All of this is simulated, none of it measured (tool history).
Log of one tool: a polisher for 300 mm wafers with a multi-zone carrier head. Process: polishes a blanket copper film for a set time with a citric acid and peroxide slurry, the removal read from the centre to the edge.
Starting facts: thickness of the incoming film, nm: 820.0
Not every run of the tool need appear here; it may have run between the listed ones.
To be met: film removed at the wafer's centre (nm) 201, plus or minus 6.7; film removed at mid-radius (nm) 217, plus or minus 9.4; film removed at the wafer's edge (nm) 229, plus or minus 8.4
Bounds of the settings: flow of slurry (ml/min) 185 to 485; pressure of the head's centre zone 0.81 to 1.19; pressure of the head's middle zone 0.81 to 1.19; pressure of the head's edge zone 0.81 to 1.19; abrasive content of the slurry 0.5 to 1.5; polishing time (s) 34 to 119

run  hour  flow of slurry (ml/min)  pressure of the head's centre zone  pressure of the head's middle zone  pressure of the head's edge zone  abrasive content of the slurry  polishing time (s)  film removed at the wafer's centre (nm)  film removed at mid-radius (nm)  film removed at the wafer's edge (nm)
  1     0                      310                                   1                                   1                                 1                               1                  76                                   170.18                           174.98                                 164.99
  2   5.9                      310                                   1                                   1                              1.07                               1                  76                                   167.31                           173.49                                 176.99
  3    12                      315                                1.01                                1.03                               1.1                            1.15                  78                                    176.8                           188.52                                 187.12
  4  13.7                      320                                1.01                                1.03                              1.13                            1.25                  81                                   192.06                           198.51                                 203.19
  5  20.2                      320                                1.01                                0.99                              1.13                            1.25                  81                                   191.41                           195.64                                 203.39
  6  28.2                      320                                1.01                                0.93                              1.13                            1.25                  81                                    191.7                           188.03                                 196.18
  7  29.1                      315                                   1                                0.96                              1.15                             1.3                  82                                   191.71                           192.97                                 206.13
  8  30.6                      325                                0.99                                0.99                              1.16                            1.35                  83                                   194.99                           204.41                                 210.12
  9  32.3                      300                                0.99                                   1                              1.17                            1.35                  85                                   199.17                           210.53                                 220.35
 10  37.5                      295                                0.99                                   1                              1.18                            1.35                  85                                    195.1                           208.27                                 217.65

4 candidate next runs follow, results not yet known. Just one meets every target within its allowed miss. Identify it.
  A  42.7                      265                                0.94                                1.09                              1.11                            1.35                  87                                        ?                                ?                                      ?
  B  42.7                      305                                0.97                                1.01                              1.19                             1.3                  99                                        ?                                ?                                      ?
  C  42.7                      370                                0.96                                   1                              1.18                            1.35                  88                                        ?                                ?                                      ?
  D  42.7                      300                                1.04                                1.01                              1.19                            1.35                  88                                        ?                                ?                                      ?

move  film removed at the wafer's centre (nm)  film removed at mid-radius (nm)  film removed at the wafer's edge (nm)
   A                                   189.92                            222.1                                 214.11
   B                                    225.1                           238.69                                 253.87
   C                                   203.73                           216.11                                 229.81
   D                                   216.01                           213.49                                 227.24
A: lands further from the targets than the last run did
B: takes the biggest miss from the last run beyond its target
C: each result inside its tolerance
D: puts the biggest miss on target and leaves a different result outside tolerance
C is the move that brings every result within its allowed miss.
